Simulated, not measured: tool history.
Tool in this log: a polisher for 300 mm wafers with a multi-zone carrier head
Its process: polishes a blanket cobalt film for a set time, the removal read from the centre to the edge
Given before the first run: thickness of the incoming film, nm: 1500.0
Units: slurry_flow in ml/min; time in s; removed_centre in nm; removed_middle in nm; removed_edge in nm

run,hour,slurry_flow,centre_zone,middle_zone,edge_zone,time,removed_centre,removed_middle,removed_edge
1,0,210,1,1,1,44,229.43,227.4,225.31
2,1.1,195,0.96,0.96,0.98,40,197.19,199.93,204.47
3,10.2,185,0.94,0.93,0.96,37,174,178.19,186.19
4,12.4,185,0.9,0.93,0.96,37,170.3,178.51,184.36
5,13,175,0.89,0.9,0.94,35,154.67,164.73,172.73
6,15.9,175,0.89,0.83,0.94,35,155.35,152.42,171.38
7,24.9,140,0.83,0.81,0.85,29,113.2,118.45,130.44

Run 8 has not been measured yet. What should we expect?
8,27,160,0.83,0.81,0.86,29,?,?,?

{"run 8": {"removed_centre": 118.77, "removed_middle": 121.09, "removed_edge": 136.51}}
